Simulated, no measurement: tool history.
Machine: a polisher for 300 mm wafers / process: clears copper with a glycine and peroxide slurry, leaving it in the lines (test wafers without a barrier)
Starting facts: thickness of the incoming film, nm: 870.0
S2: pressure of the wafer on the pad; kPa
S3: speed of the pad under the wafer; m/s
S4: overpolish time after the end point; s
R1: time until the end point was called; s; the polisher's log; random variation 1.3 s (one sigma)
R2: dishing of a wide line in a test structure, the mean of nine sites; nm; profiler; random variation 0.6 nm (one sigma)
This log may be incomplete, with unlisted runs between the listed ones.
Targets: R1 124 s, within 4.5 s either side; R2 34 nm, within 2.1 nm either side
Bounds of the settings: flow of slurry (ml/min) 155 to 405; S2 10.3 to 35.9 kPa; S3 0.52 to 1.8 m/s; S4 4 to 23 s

Run 1, hour 0: flow of slurry (ml/min) 260, S2 22.8 kPa, S3 1.16 m/s, S4 12 s. Result: R1 94.467 s, R2 55.946 nm.
Run 2, hour 6.7: flow of slurry (ml/min) 260, S2 22.8 kPa, S3 1.4 m/s, S4 12 s. Result: R1 80.519 s, R2 64.626 nm.
Run 3, hour 13.2: flow of slurry (ml/min) 260, S2 22.8 kPa, S3 1.4 m/s, S4 8 s. Result: R1 79.921 s, R2 48.02 nm.
Run 4, hour 17.6: flow of slurry (ml/min) 260, S2 22.8 kPa, S3 1.4 m/s, S4 4 s. Result: R1 79.694 s, R2 26.33 nm.
Run 5, hour 20.5: flow of slurry (ml/min) 260, S2 27.6 kPa, S3 1.4 m/s, S4 4 s. Result: R1 67.31 s, R2 31.657 nm.
At hour 26.6: slurry nozzle cleaned.
Run 6, hour 26.6: flow of slurry (ml/min) 260, S2 23.4 kPa, S3 1.4 m/s, S4 5 s. Result: R1 73.553 s, R2 34.362 nm.
Run 7, hour 32.8: flow of slurry (ml/min) 260, S2 20.7 kPa, S3 1.36 m/s, S4 6 s. Result: R1 85.622 s, R2 36.448 nm.
Run 8, hour 39.6: flow of slurry (ml/min) 260, S2 18.6 kPa, S3 1.34 m/s, S4 6 s. Result: R1 92.83 s, R2 34.101 nm.
Run 9, hour 40.2: flow of slurry (ml/min) 260, S2 16.5 kPa, S3 1.34 m/s, S4 6 s. Result: R1 104.42 s, R2 30.912 nm.

Exercise: of the 4 proposed moves below, exactly one satisfies all targets within the stated allowed misses. Which move is it?
Run A, hour 40.8: flow of slurry (ml/min) 155, S2 17.9 kPa, S3 1.5 m/s, S4 5 s. Result: R1 ?, R2 ?.
Run B, hour 40.8: flow of slurry (ml/min) 250, S2 21.4 kPa, S3 1.48 m/s, S4 5 s. Result: R1 ?, R2 ?.
Run C, hour 40.8: flow of slurry (ml/min) 315, S2 17.9 kPa, S3 1.44 m/s, S4 4 s. Result: R1 ?, R2 ?.
Run D, hour 40.8: flow of slurry (ml/min) 335, S2 11.7 kPa, S3 1.5 m/s, S4 8 s. Result: R1 ?, R2 ?.

move      R1      R2
   A  95.085  27.694
   B  76.382   33.61
   C  89.073  24.085
   D  122.25  33.123
A: further off than the last run
B: further off than the last run
C: further off than the last run
D: hits every target within its allowed miss
So the answer is move D, the one that meets all the targets.
